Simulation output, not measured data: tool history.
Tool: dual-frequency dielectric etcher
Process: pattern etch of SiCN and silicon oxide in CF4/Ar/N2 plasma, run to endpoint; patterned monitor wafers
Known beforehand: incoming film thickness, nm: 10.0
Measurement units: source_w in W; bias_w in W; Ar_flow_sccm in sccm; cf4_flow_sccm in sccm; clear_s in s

{"run": 1, "hour": 0.0, "source_w": 580, "bias_w": 88, "Ar_flow_sccm": 81, "cf4_flow_sccm": 62, "clear_s": 9.1416}
{"run": 2, "hour": 7.7, "source_w": 550, "bias_w": 88, "Ar_flow_sccm": 81, "cf4_flow_sccm": 62, "clear_s": 9.7108}
{"run": 3, "hour": 15.5, "source_w": 540, "bias_w": 88, "Ar_flow_sccm": 81, "cf4_flow_sccm": 62, "clear_s": 9.9824}
{"run": 4, "hour": 23.9, "source_w": 540, "bias_w": 97, "Ar_flow_sccm": 81, "cf4_flow_sccm": 62, "clear_s": 9.6431}
{"run": 5, "hour": 26.9, "source_w": 540, "bias_w": 97, "Ar_flow_sccm": 89, "cf4_flow_sccm": 62, "clear_s": 9.7361}
{"run": 6, "hour": 35.0, "source_w": 540, "bias_w": 97, "Ar_flow_sccm": 82, "cf4_flow_sccm": 62, "clear_s": 9.6686}
{"run": 7, "hour": 41.0, "source_w": 480, "bias_w": 97, "Ar_flow_sccm": 82, "cf4_flow_sccm": 62, "clear_s": 11.141}

Expected results for the next run?
{"run": 8, "hour": 45.7, "source_w": 490, "bias_w": 97, "Ar_flow_sccm": 82, "cf4_flow_sccm": 62, "clear_s": "?"}

{"run 8": {"clear_s": 10.837}}

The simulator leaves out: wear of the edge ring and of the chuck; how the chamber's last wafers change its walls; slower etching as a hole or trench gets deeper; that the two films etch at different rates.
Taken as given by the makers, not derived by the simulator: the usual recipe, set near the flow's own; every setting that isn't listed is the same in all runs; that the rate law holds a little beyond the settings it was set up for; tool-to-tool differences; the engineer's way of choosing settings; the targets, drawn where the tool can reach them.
